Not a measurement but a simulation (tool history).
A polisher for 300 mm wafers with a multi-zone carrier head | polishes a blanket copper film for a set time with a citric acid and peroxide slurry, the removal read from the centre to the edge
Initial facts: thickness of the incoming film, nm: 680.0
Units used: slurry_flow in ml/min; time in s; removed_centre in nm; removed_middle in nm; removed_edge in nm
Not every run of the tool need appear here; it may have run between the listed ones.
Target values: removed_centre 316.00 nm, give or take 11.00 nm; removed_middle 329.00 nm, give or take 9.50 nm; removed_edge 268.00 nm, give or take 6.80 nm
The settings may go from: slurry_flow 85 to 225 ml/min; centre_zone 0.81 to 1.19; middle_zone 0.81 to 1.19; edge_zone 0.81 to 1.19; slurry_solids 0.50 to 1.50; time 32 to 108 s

run	hour	slurry_flow	centre_zone	middle_zone	edge_zone	slurry_solids	time	removed_centre	removed_middle	removed_edge
1	0.0	145	1.00	1.00	1.00	1.00	70	193.25	187.44	186.81
2	6.1	155	1.01	1.03	1.00	1.10	72	208.65	203.51	195.31
3	8.0	165	1.02	1.05	1.01	1.15	74	218.15	216.38	206.14
4	14.6	165	1.05	1.05	1.01	1.15	74	226.44	215.32	207.67
5	18.7	165	1.05	1.05	0.95	1.15	74	226.28	218.67	198.88
6	23.7	170	1.06	1.07	0.95	1.20	76	236.43	228.69	207.18
7	26.9	175	1.06	1.09	0.95	1.25	78	248.72	240.79	215.18
8	35.7	175	1.06	1.09	0.95	1.25	78	246.98	244.97	213.17
9	42.6	215	1.09	1.19	1.04	1.50	86	304.12	303.92	266.25
10	43.9	215	1.09	1.19	1.02	1.50	87	306.05	316.32	261.49
11	49.3	220	1.09	1.19	1.02	1.50	88	310.78	315.19	269.04
12	49.8	220	1.09	1.19	1.01	1.50	88	312.19	317.92	267.59
13	50.5	220	1.09	1.19	1.00	1.50	88	307.20	318.02	266.80

Which single option among these 5 for the next run brings every result within its allowed miss of target? Just one does.
A	51.2	200	1.13	1.18	1.04	1.50	88	?	?	?
B	51.2	200	1.05	1.10	1.03	1.45	91	?	?	?
C	51.2	225	1.08	1.19	0.97	1.35	93	?	?	?
D	51.2	220	1.10	1.13	1.02	1.50	89	?	?	?
E	51.2	220	1.17	1.19	1.04	1.40	85	?	?	?

move	removed_centre	removed_middle	removed_edge
A	315.70	312.85	266.72
B	300.97	302.60	272.93
C	317.91	331.63	270.10
D	315.33	308.99	270.07
E	316.18	304.21	256.61
A: misses by more than the last run did
B: misses by more than the last run did
C: each result inside its tolerance
D: misses by more than the last run did
E: misses by more than the last run did
C is the move that brings every result within its allowed miss.

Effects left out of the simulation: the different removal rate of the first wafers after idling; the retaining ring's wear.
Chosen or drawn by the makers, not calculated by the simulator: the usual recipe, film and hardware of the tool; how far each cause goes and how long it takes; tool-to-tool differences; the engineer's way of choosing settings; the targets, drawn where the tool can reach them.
